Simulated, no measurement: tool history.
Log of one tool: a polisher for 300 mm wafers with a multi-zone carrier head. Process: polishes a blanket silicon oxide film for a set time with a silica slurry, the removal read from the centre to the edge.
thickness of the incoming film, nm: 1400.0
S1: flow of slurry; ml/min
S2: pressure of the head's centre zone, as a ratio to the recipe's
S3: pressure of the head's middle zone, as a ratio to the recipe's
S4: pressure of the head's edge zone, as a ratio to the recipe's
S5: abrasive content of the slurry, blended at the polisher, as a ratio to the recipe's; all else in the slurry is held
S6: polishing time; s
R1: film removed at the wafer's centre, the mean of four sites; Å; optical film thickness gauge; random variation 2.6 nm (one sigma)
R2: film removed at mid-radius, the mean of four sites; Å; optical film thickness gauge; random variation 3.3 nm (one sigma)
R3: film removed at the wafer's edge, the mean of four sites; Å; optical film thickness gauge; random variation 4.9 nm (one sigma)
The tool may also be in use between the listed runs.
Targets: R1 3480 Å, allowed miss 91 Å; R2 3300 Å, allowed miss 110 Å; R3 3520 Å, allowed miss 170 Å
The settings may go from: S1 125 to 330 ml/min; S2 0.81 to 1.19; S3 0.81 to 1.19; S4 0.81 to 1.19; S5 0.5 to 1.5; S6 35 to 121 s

Run 1, hour 0: S1 210 ml/min, S2 1, S3 1, S4 1, S5 1, S6 78 s. Result: R1 2902.6 Å, R2 2850.9 Å, R3 2863.8 Å.
Run 2, hour 3.5: S1 215 ml/min, S2 1.01, S3 1, S4 1.02, S5 1, S6 78 s. Result: R1 2976.1 Å, R2 2872.6 Å, R3 2919.8 Å.
Run 3, hour 11.4: S1 220 ml/min, S2 1.01, S3 1.01, S4 1.04, S5 1, S6 78 s. Result: R1 2963.5 Å, R2 2817.7 Å, R3 3025.9 Å.
Run 4, hour 12.7: S1 220 ml/min, S2 1.01, S3 1.01, S4 1.04, S5 1, S6 85 s. Result: R1 3226.8 Å, R2 3081.9 Å, R3 3206 Å.
Run 5, hour 13.8: S1 220 ml/min, S2 1.01, S3 1.01, S4 1.04, S5 0.8, S6 85 s. Result: R1 2858.6 Å, R2 2747.4 Å, R3 2895.6 Å.
Run 6, hour 20.8: S1 225 ml/min, S2 1.02, S3 1.03, S4 1.05, S5 0.8, S6 85 s. Result: R1 2888.1 Å, R2 2806.8 Å, R3 2912.5 Å.
Run 7, hour 28.3: S1 230 ml/min, S2 1.03, S3 1.04, S4 1.07, S5 0.8, S6 85 s. Result: R1 2959.4 Å, R2 2865 Å, R3 2957.2 Å.
Run 8, hour 33.4: S1 235 ml/min, S2 1.03, S3 1.05, S4 1.08, S5 0.8, S6 85 s. Result: R1 2959.1 Å, R2 2876.3 Å, R3 2950 Å.
Run 9, hour 41.1: S1 235 ml/min, S2 1.03, S3 1.05, S4 1.08, S5 0.8, S6 85 s. Result: R1 2964.9 Å, R2 2880.3 Å, R3 2981.2 Å.
Run 10, hour 42.7: S1 240 ml/min, S2 1.03, S3 1.06, S4 1.09, S5 0.8, S6 85 s. Result: R1 2941.3 Å, R2 2906.5 Å, R3 2997.8 Å.
Run 11, hour 43.8: S1 245 ml/min, S2 1.04, S3 1.06, S4 1.1, S5 0.8, S6 85 s. Result: R1 3027.7 Å, R2 2948.1 Å, R3 2980.2 Å.
Run 12, hour 49.3: S1 240 ml/min, S2 1.04, S3 1.06, S4 1.11, S5 0.85, S6 85 s. Result: R1 3063.4 Å, R2 3052.7 Å, R3 3147.2 Å.
Run 13, hour 52.3: S1 245 ml/min, S2 1.05, S3 1.06, S4 1.12, S5 0.85, S6 85 s. Result: R1 3137.9 Å, R2 3029.9 Å, R3 3151 Å.
Run 14, hour 61.2: S1 250 ml/min, S2 1.05, S3 1.06, S4 1.13, S5 0.85, S6 85 s. Result: R1 3145.7 Å, R2 3040 Å, R3 3147.7 Å.
Run 15, hour 67: S1 250 ml/min, S2 1.05, S3 1.06, S4 1.14, S5 0.85, S6 85 s. Result: R1 3179.6 Å, R2 3037.5 Å, R3 3168.7 Å.
Run 16, hour 69: S1 250 ml/min, S2 1.05, S3 1.06, S4 1.15, S5 0.85, S6 85 s. Result: R1 3143.4 Å, R2 3023.1 Å, R3 3223.7 Å.
Run 17, hour 71.4: S1 260 ml/min, S2 1.06, S3 1.07, S4 1.17, S5 0.9, S6 85 s. Result: R1 3305.8 Å, R2 3178 Å, R3 3289.3 Å.

Which of these 5 next moves meets every target?
Run A, hour 73.8: S1 185 ml/min, S2 0.91, S3 0.91, S4 1.19, S5 0.8, S6 106 s. Result: R1 ?, R2 ?, R3 ?.
Run B, hour 73.8: S1 245 ml/min, S2 1.08, S3 0.94, S4 1.19, S5 0.9, S6 91 s. Result: R1 ?, R2 ?, R3 ?.
Run C, hour 73.8: S1 230 ml/min, S2 0.86, S3 0.97, S4 1.19, S5 0.8, S6 101 s. Result: R1 ?, R2 ?, R3 ?.
Run D, hour 73.8: S1 225 ml/min, S2 0.96, S3 1.09, S4 1.19, S5 0.9, S6 92 s. Result: R1 ?, R2 ?, R3 ?.
Run E, hour 73.8: S1 245 ml/min, S2 1.06, S3 1.06, S4 1.17, S5 0.9, S6 91 s. Result: R1 ?, R2 ?, R3 ?.

move      R1      R2      R3
   A    3153    3119  3833.1
   B  3588.7  3035.4  3613.4
   C  2944.7  3207.7  3739.3
   D  3185.4  3366.7    3617
   E  3524.2  3299.5  3576.7
A: further off than the last run
B: takes the result that was furthest off past its target
C: further off than the last run
D: further off than the last run
E: meets every target
Move E is the one to make.
